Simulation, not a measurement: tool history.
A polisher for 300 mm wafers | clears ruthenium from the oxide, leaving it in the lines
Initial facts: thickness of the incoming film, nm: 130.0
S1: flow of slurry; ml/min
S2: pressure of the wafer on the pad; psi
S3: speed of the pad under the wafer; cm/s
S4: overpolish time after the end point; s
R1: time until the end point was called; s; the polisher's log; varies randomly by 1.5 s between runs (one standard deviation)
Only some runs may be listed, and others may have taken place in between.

Run 1, day 0.000: S1 190 ml/min, S2 2.5 psi, S3 106 cm/s, S4 22 s. Result: R1 108.87 s.
Run 2, day 0.083: S1 160 ml/min, S2 2.5 psi, S3 106 cm/s, S4 22 s. Result: R1 113.17 s.
Run 3, day 0.242: S1 160 ml/min, S2 2.5 psi, S3 116 cm/s, S4 22 s. Result: R1 101.22 s.
Run 4, day 0.500: S1 155 ml/min, S2 2.1 psi, S3 116 cm/s, S4 22 s. Result: R1 121.58 s.
Run 5, day 0.542: S1 115 ml/min, S2 2.1 psi, S3 116 cm/s, S4 22 s. Result: R1 127.83 s.
Run 6, day 0.867: S1 115 ml/min, S2 2.1 psi, S3 116 cm/s, S4 23 s. Result: R1 128.47 s.
Run 7, day 1.033: S1 115 ml/min, S2 1.9 psi, S3 116 cm/s, S4 23 s. Result: R1 137.73 s.
Run 8, day 1.112: S1 115 ml/min, S2 1.9 psi, S3 116 cm/s, S4 23 s. Result: R1 137.26 s.
Run 9, day 1.296: S1 115 ml/min, S2 1.7 psi, S3 116 cm/s, S4 23 s. Result: R1 147.02 s.

What does the tool deliver on the next run?
Run 10, day 1.400: S1 115 ml/min, S2 1.2 psi, S3 116 cm/s, S4 23 s. Result: R1 ?.

Run 10 yielded R1 192.21 s.
